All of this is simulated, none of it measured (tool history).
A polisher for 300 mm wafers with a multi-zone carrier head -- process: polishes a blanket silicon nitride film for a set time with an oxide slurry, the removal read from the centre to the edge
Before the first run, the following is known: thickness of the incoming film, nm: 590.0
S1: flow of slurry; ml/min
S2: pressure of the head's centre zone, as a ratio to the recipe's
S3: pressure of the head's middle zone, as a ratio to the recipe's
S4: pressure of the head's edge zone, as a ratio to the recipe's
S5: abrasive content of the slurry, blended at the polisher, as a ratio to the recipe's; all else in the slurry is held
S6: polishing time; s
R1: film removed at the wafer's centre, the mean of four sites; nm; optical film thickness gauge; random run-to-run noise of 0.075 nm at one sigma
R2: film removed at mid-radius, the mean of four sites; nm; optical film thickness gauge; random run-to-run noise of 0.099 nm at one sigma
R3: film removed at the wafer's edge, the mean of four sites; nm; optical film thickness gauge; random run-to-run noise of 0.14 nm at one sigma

Run 1, hour 0: S1 155 ml/min, S2 1, S3 1, S4 1, S5 1, S6 33 s. Result: R1 20.353 nm, R2 19.452 nm, R3 19.809 nm.
Run 2, hour 6.1: S1 155 ml/min, S2 0.99, S3 1, S4 0.97, S5 0.9, S6 31 s. Result: R1 18.72 nm, R2 17.756 nm, R3 17.987 nm.
Run 3, hour 14.3: S1 155 ml/min, S2 0.99, S3 1, S4 0.97, S5 1.05, S6 31 s. Result: R1 19.205 nm, R2 18.467 nm, R3 18.506 nm.
Run 4, hour 18.5: S1 155 ml/min, S2 0.94, S3 1, S4 0.97, S5 1.05, S6 31 s. Result: R1 18.154 nm, R2 18.833 nm, R3 18.524 nm.
Run 5, hour 26.9: S1 170 ml/min, S2 0.94, S3 1, S4 0.97, S5 1.05, S6 31 s. Result: R1 18.69 nm, R2 19.234 nm, R3 18.623 nm.
Run 6, hour 30.6: S1 170 ml/min, S2 0.92, S3 1, S4 0.95, S5 0.95, S6 29 s. Result: R1 16.735 nm, R2 17.375 nm, R3 16.752 nm.
Run 7, hour 34.6: S1 170 ml/min, S2 0.91, S3 1, S4 0.93, S5 0.85, S6 28 s. Result: R1 15.304 nm, R2 16.262 nm, R3 15.263 nm.
Run 8, hour 43.6: S1 170 ml/min, S2 0.9, S3 0.99, S4 0.91, S5 0.8, S6 27 s. Result: R1 14.353 nm, R2 15.217 nm, R3 14.441 nm.
Run 9, hour 48.5: S1 175 ml/min, S2 0.89, S3 0.98, S4 0.89, S5 0.75, S6 26 s. Result: R1 13.606 nm, R2 14.287 nm, R3 13.61 nm.
Run 10, hour 57.1: S1 175 ml/min, S2 0.89, S3 0.98, S4 0.88, S5 0.7, S6 25 s. Result: R1 12.723 nm, R2 13.621 nm, R3 12.92 nm.
Run 11, hour 58.3: S1 145 ml/min, S2 0.94, S3 0.98, S4 0.81, S5 0.5, S6 21 s. Result: R1 9.8863 nm, R2 9.9751 nm, R3 9.2882 nm.
Run 12, hour 64.9: S1 150 ml/min, S2 0.93, S3 0.98, S4 0.82, S5 0.5, S6 21 s. Result: R1 9.8085 nm, R2 10.139 nm, R3 9.2108 nm.
Run 13, hour 67.4: S1 155 ml/min, S2 0.93, S3 0.98, S4 0.83, S5 0.5, S6 21 s. Result: R1 9.9335 nm, R2 10.124 nm, R3 9.3114 nm.

What will run 14 give?
Run 14, hour 72.6: S1 160 ml/min, S2 0.92, S3 0.98, S4 0.84, S5 0.5, S6 21 s. Result: R1 ?, R2 ?, R3 ?.

Run 14 came out at R1 9.8659 nm, R2 10.287 nm, R3 9.4026 nm.
